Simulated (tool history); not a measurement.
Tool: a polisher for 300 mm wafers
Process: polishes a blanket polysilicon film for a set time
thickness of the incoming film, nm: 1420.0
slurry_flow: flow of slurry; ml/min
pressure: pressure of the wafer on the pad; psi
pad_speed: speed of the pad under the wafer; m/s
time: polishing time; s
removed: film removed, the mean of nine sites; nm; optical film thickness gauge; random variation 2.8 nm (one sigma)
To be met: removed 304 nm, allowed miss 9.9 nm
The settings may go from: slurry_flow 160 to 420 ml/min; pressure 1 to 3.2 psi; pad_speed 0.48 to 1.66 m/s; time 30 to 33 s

run,day,slurry_flow,pressure,pad_speed,time,removed
1,0,270,2.1,1.06,33,203.88
2,0.133,270,2.4,1.06,33,217.17
3,0.179,270,2.8,1.06,33,245.07
4,0.371,270,2.8,1.06,33,246.5
5,0.617,270,2.8,1.06,33,246.58
6,0.775,270,3,1.06,33,257.53
7,1.142,270,3,1.08,33,259.99
8,1.267,270,3,1.1,33,269.22
9,1.604,275,3.1,1.14,33,278.05
10,1.704,275,3.1,1.16,33,284.68

5 next moves are on the table. One of them brings every result within its allowed miss. Which?
A,1.804,355,3.1,1.48,31,?
B,1.804,265,2.9,1.12,33,?
C,1.804,320,3.2,1.32,33,?
D,1.804,275,3.1,1.34,33,?
E,1.804,295,3.2,1.2,33,?

move,removed
A,337.75
B,265.35
C,331.52
D,323.57
E,304.33
A: takes the result that was furthest off past its target
B: further off than the last run
C: takes the result that was furthest off past its target
D: takes the result that was furthest off past its target
E: meets every target
The right move is E.
